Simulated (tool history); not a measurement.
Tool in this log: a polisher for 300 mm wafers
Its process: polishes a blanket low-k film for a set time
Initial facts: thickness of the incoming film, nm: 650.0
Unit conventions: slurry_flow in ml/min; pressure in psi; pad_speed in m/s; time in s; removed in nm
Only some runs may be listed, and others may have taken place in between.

Run 1, hour 0: slurry_flow 220 ml/min, pressure 1.8 psi, pad_speed 1.24 m/s, slurry_solids 1, time 65 s. Result: removed 30.505 nm.
Run 2, hour 6.9: slurry_flow 225 ml/min, pressure 2 psi, pad_speed 1.24 m/s, slurry_solids 1, time 65 s. Result: removed 33.392 nm.
Run 3, hour 13: slurry_flow 230 ml/min, pressure 2.2 psi, pad_speed 1.26 m/s, slurry_solids 1, time 65 s. Result: removed 36.941 nm.
Run 4, hour 16.5: slurry_flow 230 ml/min, pressure 2.3 psi, pad_speed 1.28 m/s, slurry_solids 1, time 65 s. Result: removed 38.49 nm.
Run 5, hour 23.6: slurry_flow 230 ml/min, pressure 2.3 psi, pad_speed 1.48 m/s, slurry_solids 1, time 65 s. Result: removed 43.034 nm.
Run 6, hour 25.2: slurry_flow 280 ml/min, pressure 2.3 psi, pad_speed 1.48 m/s, slurry_solids 1, time 65 s. Result: removed 44.443 nm.
Run 7, hour 27.4: slurry_flow 280 ml/min, pressure 2.3 psi, pad_speed 1.48 m/s, slurry_solids 1, time 65 s. Result: removed 43.694 nm.
Run 8, hour 32.4: slurry_flow 280 ml/min, pressure 2.4 psi, pad_speed 1.48 m/s, slurry_solids 1, time 65 s. Result: removed 45.451 nm.
Run 9, hour 35.6: slurry_flow 280 ml/min, pressure 2.4 psi, pad_speed 1.48 m/s, slurry_solids 1, time 65 s. Result: removed 45.649 nm.

Run 10 is up next; what results do you expect?
Run 10, hour 38.7: slurry_flow 300 ml/min, pressure 2.6 psi, pad_speed 1.48 m/s, slurry_solids 1, time 65 s. Result: removed ?.

Run 10 produced removed 49.025 nm.
